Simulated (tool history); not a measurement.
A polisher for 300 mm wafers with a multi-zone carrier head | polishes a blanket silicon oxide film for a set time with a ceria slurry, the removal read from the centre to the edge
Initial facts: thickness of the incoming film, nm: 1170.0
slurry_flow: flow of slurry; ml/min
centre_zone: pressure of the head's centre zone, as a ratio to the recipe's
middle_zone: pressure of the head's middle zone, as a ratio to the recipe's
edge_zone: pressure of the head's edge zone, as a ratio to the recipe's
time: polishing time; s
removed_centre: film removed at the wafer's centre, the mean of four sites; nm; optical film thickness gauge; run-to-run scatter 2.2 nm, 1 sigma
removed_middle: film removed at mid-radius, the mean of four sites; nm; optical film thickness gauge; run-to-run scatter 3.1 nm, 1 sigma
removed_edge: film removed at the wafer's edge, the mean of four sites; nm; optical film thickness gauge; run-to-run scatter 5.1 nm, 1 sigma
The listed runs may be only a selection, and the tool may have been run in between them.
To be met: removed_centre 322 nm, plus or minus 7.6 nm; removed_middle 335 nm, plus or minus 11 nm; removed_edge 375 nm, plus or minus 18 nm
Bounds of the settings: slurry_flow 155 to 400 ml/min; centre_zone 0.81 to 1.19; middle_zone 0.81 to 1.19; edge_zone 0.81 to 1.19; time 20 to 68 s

| run | hour | slurry_flow | centre_zone | middle_zone | edge_zone | time | removed_centre | removed_middle | removed_edge |
|---|---|---|---|---|---|---|---|---|---|
| 1 | 0 | 255 | 1 | 1 | 1 | 44 | 276.56 | 281.63 | 279.82 |
| 2 | 1.3 | 255 | 1 | 1 | 0.95 | 44 | 279.8 | 284.32 | 273.2 |
| 3 | 7.8 | 260 | 1 | 1 | 1 | 46 | 294.46 | 299.91 | 296.99 |
| 4 | 15.3 | 275 | 0.99 | 1 | 1.04 | 47 | 298.32 | 308.11 | 315.09 |
| 5 | 20.7 | 275 | 0.99 | 1 | 1.04 | 54 | 342.36 | 350.47 | 351.21 |
| 6 | 23.6 | 265 | 0.98 | 0.99 | 1.06 | 54 | 343.37 | 341.31 | 353.92 |
| 7 | 24.8 | 265 | 0.96 | 0.99 | 1.08 | 54 | 329.99 | 342.69 | 359.11 |
| 8 | 32.8 | 265 | 0.96 | 0.99 | 1.09 | 54 | 331.96 | 346.93 | 359.12 |

Exercise: of the 5 proposed moves below, exactly one satisfies all targets within the stated allowed misses. Which move is it?
| A | 40.8 | 155 | 0.97 | 1.01 | 1.03 | 55 | ? | ? | ? |
| B | 40.8 | 245 | 0.95 | 0.86 | 1.19 | 53 | ? | ? | ? |
| C | 40.8 | 255 | 0.83 | 0.82 | 1.17 | 59 | ? | ? | ? |
| D | 40.8 | 205 | 0.94 | 0.97 | 1.18 | 55 | ? | ? | ? |
| E | 40.8 | 315 | 0.99 | 0.95 | 1.07 | 50 | ? | ? | ? |

| move | removed_centre | removed_middle | removed_edge |
|---|---|---|---|
| A | 314.79 | 333.9 | 338.22 |
| B | 319.09 | 300.27 | 368.82 |
| C | 311.45 | 323.14 | 408.56 |
| D | 319.86 | 336.84 | 374.16 |
| E | 323.1 | 315.74 | 335.67 |
A: brings the result that was furthest off to its target, and leaves another outside
B: brings the result that was furthest off to its target, and leaves another outside
C: pushes the last run's worst result past its target
D: each result inside its tolerance
E: brings the result that was furthest off to its target, and leaves another outside
Go with D: it meets all targets.
